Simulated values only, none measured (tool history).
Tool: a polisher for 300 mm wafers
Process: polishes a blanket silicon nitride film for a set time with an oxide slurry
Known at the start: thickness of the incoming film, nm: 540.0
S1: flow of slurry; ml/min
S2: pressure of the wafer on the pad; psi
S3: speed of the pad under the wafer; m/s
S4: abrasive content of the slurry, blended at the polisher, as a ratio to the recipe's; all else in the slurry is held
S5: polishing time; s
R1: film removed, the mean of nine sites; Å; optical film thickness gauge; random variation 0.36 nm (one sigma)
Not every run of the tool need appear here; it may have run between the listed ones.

| run | hour | S1 | S2 | S3 | S4 | S5 | R1 |
|---|---|---|---|---|---|---|---|
| 1 | 0 | 250 | 4.4 | 1.3 | 1 | 32 | 317.68 |
| 2 | 0.7 | 250 | 4.3 | 1.3 | 1 | 32 | 309.61 |
| 3 | 5.8 | 250 | 5.1 | 1.3 | 1 | 32 | 362.88 |
| 4 | 11.2 | 250 | 4.9 | 1.3 | 1 | 32 | 347.47 |
| 5 | 14.1 | 250 | 4.9 | 1.18 | 1 | 32 | 316.21 |
| 6 | 21.1 | 250 | 4.8 | 1.18 | 1 | 32 | 312.55 |

Run 7 has not been measured yet. What should we expect?
| 7 | 23 | 250 | 4.8 | 1.18 | 1 | 32 | ? |

{"run 7": {"R1": 313.22}}
